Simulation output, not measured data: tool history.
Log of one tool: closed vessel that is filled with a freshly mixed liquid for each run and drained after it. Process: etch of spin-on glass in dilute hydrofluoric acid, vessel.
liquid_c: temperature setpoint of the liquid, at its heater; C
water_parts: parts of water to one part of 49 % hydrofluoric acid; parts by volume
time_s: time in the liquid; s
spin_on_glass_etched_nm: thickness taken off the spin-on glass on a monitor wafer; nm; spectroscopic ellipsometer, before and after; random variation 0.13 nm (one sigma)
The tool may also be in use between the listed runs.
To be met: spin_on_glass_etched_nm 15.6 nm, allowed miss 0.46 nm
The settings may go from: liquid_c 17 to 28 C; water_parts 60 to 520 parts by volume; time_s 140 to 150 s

| run | day | liquid_c | water_parts | time_s | spin_on_glass_etched_nm |
|---|---|---|---|---|---|
| 1 | 0 | 20 | 290 | 140 | 8.487 |
| 2 | 0.333 | 20 | 290 | 140 | 8.4793 |
| 3 | 0.529 | 20 | 350 | 140 | 6.7343 |
| 4 | 0.833 | 21.5 | 320 | 140 | 7.9386 |
| 5 | 1.008 | 21.5 | 320 | 140 | 7.839 |
| 6 | 1.183 | 21.5 | 395 | 140 | 5.901 |
| 7 | 1.404 | 25.5 | 280 | 140 | 11.017 |
| 8 | 1.529 | 28 | 205 | 140 | 17.403 |

4 next moves are on the table. One of them brings every result within its allowed miss. Which?
| A | 1.654 | 26.5 | 200 | 140 | ? |
| B | 1.654 | 26.5 | 205 | 145 | ? |
| C | 1.654 | 28 | 250 | 150 | ? |
| D | 1.654 | 28 | 240 | 150 | ? |

| move | spin_on_glass_etched_nm |
|---|---|
| A | 17.093 |
| B | 17.167 |
| C | 14.533 |
| D | 15.32 |
A: nearer than the last run, and not there yet
B: nearer than the last run, and not there yet
C: takes the result that was furthest off past its target
D: meets every target
The right move is D.

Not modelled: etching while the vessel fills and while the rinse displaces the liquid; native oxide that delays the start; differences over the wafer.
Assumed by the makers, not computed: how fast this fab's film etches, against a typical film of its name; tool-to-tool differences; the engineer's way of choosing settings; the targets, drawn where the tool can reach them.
